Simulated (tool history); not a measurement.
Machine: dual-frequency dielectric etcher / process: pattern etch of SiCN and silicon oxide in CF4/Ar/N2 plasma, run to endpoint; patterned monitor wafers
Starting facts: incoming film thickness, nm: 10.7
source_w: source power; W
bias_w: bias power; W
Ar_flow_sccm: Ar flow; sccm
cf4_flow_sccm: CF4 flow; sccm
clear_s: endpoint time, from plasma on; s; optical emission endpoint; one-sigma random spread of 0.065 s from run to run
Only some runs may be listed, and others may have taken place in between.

Run 1, hour 0.0: source_w 310 W, bias_w 76 W, Ar_flow_sccm 79 sccm, cf4_flow_sccm 63 sccm. Result: clear_s 16.609 s.
Run 2, hour 5.6: source_w 310 W, bias_w 76 W, Ar_flow_sccm 79 sccm, cf4_flow_sccm 69 sccm. Result: clear_s 16.247 s.
Run 3, hour 12.5: source_w 310 W, bias_w 76 W, Ar_flow_sccm 91 sccm, cf4_flow_sccm 69 sccm. Result: clear_s 16.640 s.
Run 4, hour 16.2: source_w 320 W, bias_w 76 W, Ar_flow_sccm 91 sccm, cf4_flow_sccm 69 sccm. Result: clear_s 16.261 s.
Run 5, hour 19.2: source_w 330 W, bias_w 76 W, Ar_flow_sccm 91 sccm, cf4_flow_sccm 69 sccm. Result: clear_s 15.697 s.
Run 6, hour 25.5: source_w 330 W, bias_w 71 W, Ar_flow_sccm 91 sccm, cf4_flow_sccm 69 sccm. Result: clear_s 15.950 s.
Run 7, hour 32.9: source_w 340 W, bias_w 71 W, Ar_flow_sccm 91 sccm, cf4_flow_sccm 69 sccm. Result: clear_s 15.404 s.
Run 8, hour 37.8: source_w 360 W, bias_w 71 W, Ar_flow_sccm 91 sccm, cf4_flow_sccm 69 sccm. Result: clear_s 14.453 s.
At hour 42.1: wet clean of the chamber.
Run 9, hour 42.1: source_w 370 W, bias_w 71 W, Ar_flow_sccm 91 sccm, cf4_flow_sccm 69 sccm. Result: clear_s 14.648 s.
Run 10, hour 45.8: source_w 410 W, bias_w 72 W, Ar_flow_sccm 91 sccm, cf4_flow_sccm 69 sccm. Result: clear_s 13.053 s.

Estimate the outcome of run 11 from the log above:
Run 11, hour 48.5: source_w 400 W, bias_w 72 W, Ar_flow_sccm 91 sccm, cf4_flow_sccm 69 sccm. Result: clear_s ?.

{"run 11": {"clear_s": 13.418}}
